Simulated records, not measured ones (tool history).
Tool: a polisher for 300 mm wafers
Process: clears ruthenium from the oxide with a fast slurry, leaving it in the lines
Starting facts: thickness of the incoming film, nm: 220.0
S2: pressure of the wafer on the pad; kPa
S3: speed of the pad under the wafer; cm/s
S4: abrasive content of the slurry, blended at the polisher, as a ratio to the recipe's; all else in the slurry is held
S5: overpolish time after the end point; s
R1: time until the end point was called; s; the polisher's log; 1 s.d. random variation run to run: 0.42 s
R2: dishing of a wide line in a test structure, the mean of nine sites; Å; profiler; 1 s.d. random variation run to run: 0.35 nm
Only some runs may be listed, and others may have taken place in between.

{"run": 1, "hour": 0.0, "flow of slurry (ml/min)": 160, "S2": 16.5, "S3": 98, "S4": 1, "S5": 18, "R1": 53.29, "R2": 396.49}
{"run": 2, "hour": 3.3, "flow of slurry (ml/min)": 165, "S2": 17.9, "S3": 98, "S4": 1, "S5": 15, "R1": 49.976, "R2": 367.49}
{"run": 3, "hour": 4.0, "flow of slurry (ml/min)": 145, "S2": 17.9, "S3": 98, "S4": 1, "S5": 15, "R1": 50.511, "R2": 361.54}
{"run": 4, "hour": 9.3, "flow of slurry (ml/min)": 135, "S2": 19.3, "S3": 100, "S4": 1, "S5": 13, "R1": 47.843, "R2": 352.46}
{"run": 5, "hour": 18.2, "flow of slurry (ml/min)": 135, "S2": 20.7, "S3": 100, "S4": 1, "S5": 13, "R1": 44.975, "R2": 363.02}
{"run": 6, "hour": 22.1, "flow of slurry (ml/min)": 135, "S2": 22.8, "S3": 100, "S4": 1, "S5": 13, "R1": 39.509, "R2": 387.94}
{"run": 7, "hour": 22.8, "flow of slurry (ml/min)": 160, "S2": 23.4, "S3": 98, "S4": 1, "S5": 11, "R1": 38.624, "R2": 356.45}

What will run 8 give?
{"run": 8, "hour": 25.1, "flow of slurry (ml/min)": 160, "S2": 23.4, "S3": 98, "S4": 1, "S5": 11, "R1": "?", "R2": "?"}

R1: 38.181 s
R2: 351.99 Å
